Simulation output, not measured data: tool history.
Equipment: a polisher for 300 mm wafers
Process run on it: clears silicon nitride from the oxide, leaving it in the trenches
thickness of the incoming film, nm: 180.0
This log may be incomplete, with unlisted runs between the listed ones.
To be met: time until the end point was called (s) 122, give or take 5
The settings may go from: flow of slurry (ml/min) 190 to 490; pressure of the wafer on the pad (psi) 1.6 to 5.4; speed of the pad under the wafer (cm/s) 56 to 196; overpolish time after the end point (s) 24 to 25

| run | hour | flow of slurry (ml/min) | pressure of the wafer on the pad (psi) | speed of the pad under the wafer (cm/s) | overpolish time after the end point (s) | time until the end point was called (s) |
|---|---|---|---|---|---|---|
| 1 | 0 | 315 | 3.5 | 126 | 24 | 151.15 |
| 2 | 5.9 | 315 | 3.5 | 126 | 24 | 150.77 |
| 3 | 8.1 | 315 | 3.5 | 126 | 25 | 152.46 |
| 4 | 10.6 | 315 | 3.7 | 126 | 25 | 142.99 |
| 5 | 12.9 | 315 | 3.8 | 126 | 25 | 139.87 |
| 6 | 18.3 | 240 | 3.8 | 126 | 25 | 143.21 |
| 7 | 24.1 | 240 | 3.9 | 126 | 25 | 138.14 |
| 8 | 28.3 | 240 | 4 | 126 | 25 | 137.06 |
| 9 | 36.1 | 240 | 4.1 | 126 | 25 | 133.25 |
| 10 | 40 | 240 | 4.2 | 126 | 25 | 128.99 |

5 candidate next runs follow, results not yet known. Just one meets every target within its allowed miss. Identify it.
| A | 43.9 | 260 | 3.9 | 132 | 25 | ? |
| B | 43.9 | 190 | 4.8 | 110 | 25 | ? |
| C | 43.9 | 305 | 4.3 | 118 | 25 | ? |
| D | 43.9 | 245 | 4.5 | 114 | 25 | ? |
| E | 43.9 | 285 | 3.5 | 160 | 24 | ? |

| move | time until the end point was called (s) |
|---|---|
| A | 133.05 |
| B | 133.79 |
| C | 133.06 |
| D | 134.12 |
| E | 121.57 |
A: its largest miss is bigger than the last run's
B: its largest miss is bigger than the last run's
C: its largest miss is bigger than the last run's
D: its largest miss is bigger than the last run's
E: every result lands within tolerance
The right move is E.
